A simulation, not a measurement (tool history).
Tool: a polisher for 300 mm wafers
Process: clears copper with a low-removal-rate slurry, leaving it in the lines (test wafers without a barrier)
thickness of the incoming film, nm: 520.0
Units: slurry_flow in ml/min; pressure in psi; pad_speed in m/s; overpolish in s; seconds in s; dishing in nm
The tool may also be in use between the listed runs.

run    day  slurry_flow  pressure  pad_speed  slurry_solids  overpolish  seconds  dishing
  1  0.000          130       3.0       1.06            1.0          12   151.24   33.991
  2  0.208          130       3.0       1.06            1.0          16   152.02   44.523
  3  0.392          130       3.1       1.06            1.0          16   151.56   44.200
  4  0.508          130       3.1       1.06            0.9          16   147.76   44.224
  5  0.850          105       3.1       1.06            0.9          16   154.23   44.362
  6  0.888          105       3.1       0.92            0.9          16   175.61   38.722

Forecast run 7:
  7  0.929          105       3.3       0.92            0.9          16        ?        ?

{"run 7": {"seconds": 163.14, "dishing": 40.165}}

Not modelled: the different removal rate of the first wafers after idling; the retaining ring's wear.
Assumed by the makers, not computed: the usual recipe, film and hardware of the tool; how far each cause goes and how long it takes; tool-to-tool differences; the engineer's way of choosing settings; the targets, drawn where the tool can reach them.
